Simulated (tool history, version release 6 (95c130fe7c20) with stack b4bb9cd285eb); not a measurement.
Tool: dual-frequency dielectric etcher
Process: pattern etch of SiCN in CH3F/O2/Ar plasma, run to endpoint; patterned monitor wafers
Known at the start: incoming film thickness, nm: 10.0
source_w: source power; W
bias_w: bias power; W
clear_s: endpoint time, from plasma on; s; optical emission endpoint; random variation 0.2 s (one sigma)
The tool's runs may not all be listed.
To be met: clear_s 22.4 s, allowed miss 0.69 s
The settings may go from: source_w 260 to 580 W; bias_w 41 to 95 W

run 1 hour=0 | source_w=420 bias_w=68 | clear_s=26.274
run 2 hour=6.1 | source_w=430 bias_w=69 | clear_s=26.198
run 3 hour=6.8 | source_w=360 bias_w=69 | clear_s=27.373
run 4 hour=13.8 | source_w=390 bias_w=69 | clear_s=26.187
run 5 hour=20.5 | source_w=400 bias_w=71 | clear_s=26.348
run 6 hour=29.2 | source_w=420 bias_w=73 | clear_s=25.97
run 7 hour=35.3 | source_w=440 bias_w=76 | clear_s=24.521
run 8 hour=41 | source_w=450 bias_w=77 | clear_s=24.834
run 9 hour=43 | source_w=460 bias_w=79 | clear_s=24.259
run 10 hour=48.4 | source_w=460 bias_w=79 | clear_s=24.644
run 11 hour=50.7 | source_w=470 bias_w=81 | clear_s=24.349

4 next moves are on the table. One of them brings every result within its allowed miss. Which?
run A hour=53 | source_w=340 bias_w=57 | clear_s=?
run B hour=53 | source_w=510 bias_w=93 | clear_s=?
run C hour=53 | source_w=300 bias_w=73 | clear_s=?
run D hour=53 | source_w=400 bias_w=74 | clear_s=?

move=A clear_s=29.222
move=B clear_s=22.454
move=C clear_s=27.599
move=D clear_s=25.802
A: further off than the last run
B: meets every target
C: further off than the last run
D: further off than the last run
Move B is the one to make.
